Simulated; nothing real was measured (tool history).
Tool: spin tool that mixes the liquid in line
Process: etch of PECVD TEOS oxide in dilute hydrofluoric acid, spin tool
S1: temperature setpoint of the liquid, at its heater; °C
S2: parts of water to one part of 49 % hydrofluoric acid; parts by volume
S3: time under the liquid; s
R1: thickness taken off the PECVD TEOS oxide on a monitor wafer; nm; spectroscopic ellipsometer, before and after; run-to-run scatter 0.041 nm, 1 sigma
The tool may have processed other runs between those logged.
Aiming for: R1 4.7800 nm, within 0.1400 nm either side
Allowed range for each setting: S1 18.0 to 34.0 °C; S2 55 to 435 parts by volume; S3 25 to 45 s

| run | day | S1 | S2 | S3 | R1 |
|---|---|---|---|---|---|
| 1 | 0.000 | 26.0 | 245 | 45 | 2.2318 |
| 2 | 0.321 | 26.0 | 180 | 45 | 3.2998 |
| 3 | 0.571 | 28.0 | 175 | 45 | 3.6830 |
| 4 | 0.804 | 29.5 | 175 | 45 | 3.8995 |
| 5 | 0.833 | 30.5 | 175 | 45 | 3.9844 |
| 6 | 1.075 | 30.5 | 175 | 45 | 3.9872 |
| 7 | 1.412 | 34.0 | 160 | 45 | 4.9851 |
| 8 | 1.783 | 33.5 | 160 | 45 | 4.9631 |

Next run, 4 choices. One meets every target within its allowed miss, the rest don't. Which?
| A | 2.154 | 34.0 | 160 | 45 | ? |
| B | 2.154 | 34.0 | 155 | 45 | ? |
| C | 2.154 | 33.0 | 100 | 25 | ? |
| D | 2.154 | 33.5 | 155 | 45 | ? |

| move | R1 |
|---|---|
| A | 4.9707 |
| B | 5.1674 |
| C | 4.6555 |
| D | 5.0793 |
A: about as far from the targets as the last run
B: the biggest miss grows against the last run
C: all results in spec
D: the biggest miss grows against the last run
Answer: C
